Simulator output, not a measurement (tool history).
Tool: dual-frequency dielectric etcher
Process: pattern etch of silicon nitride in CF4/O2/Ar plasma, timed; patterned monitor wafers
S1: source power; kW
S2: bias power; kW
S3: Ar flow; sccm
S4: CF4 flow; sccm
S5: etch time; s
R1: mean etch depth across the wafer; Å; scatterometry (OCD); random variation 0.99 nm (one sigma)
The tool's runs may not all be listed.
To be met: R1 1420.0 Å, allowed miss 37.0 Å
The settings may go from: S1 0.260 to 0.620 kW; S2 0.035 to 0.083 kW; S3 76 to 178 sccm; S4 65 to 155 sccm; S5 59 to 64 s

| run | hour | S1 | S2 | S3 | S4 | S5 | R1 |
|---|---|---|---|---|---|---|---|
| 1 | 0.0 | 0.440 | 0.059 | 127 | 110 | 64 | 1219.9 |
| 2 | 7.5 | 0.440 | 0.059 | 127 | 110 | 64 | 1215.4 |
| 3 | 8.7 | 0.390 | 0.059 | 127 | 110 | 64 | 1128.4 |
| 4 | 14.4 | 0.390 | 0.069 | 127 | 110 | 64 | 1181.3 |
| 5 | 17.8 | 0.400 | 0.069 | 127 | 110 | 64 | 1191.8 |
| 6 | 24.5 | 0.400 | 0.069 | 127 | 91 | 64 | 1174.3 |
| 7 | 31.4 | 0.410 | 0.069 | 127 | 91 | 64 | 1190.9 |
| 8 | 38.8 | 0.420 | 0.069 | 127 | 91 | 64 | 1206.1 |
| 9 | 47.3 | 0.430 | 0.069 | 127 | 91 | 64 | 1210.8 |
| 10 | 52.7 | 0.520 | 0.071 | 126 | 92 | 64 | 1394.2 |

Which of these 5 next moves meets every target?
| A | 58.1 | 0.510 | 0.074 | 131 | 86 | 64 | ? |
| B | 58.1 | 0.550 | 0.070 | 130 | 90 | 59 | ? |
| C | 58.1 | 0.610 | 0.080 | 139 | 88 | 59 | ? |
| D | 58.1 | 0.510 | 0.069 | 128 | 94 | 64 | ? |
| E | 58.1 | 0.510 | 0.068 | 131 | 81 | 64 | ? |

| move | R1 |
|---|---|
| A | 1359.9 |
| B | 1306.2 |
| C | 1426.8 |
| D | 1356.9 |
| E | 1319.4 |
A: further off than the last run
B: further off than the last run
C: meets every target
D: further off than the last run
E: further off than the last run
Move C is the one to make.
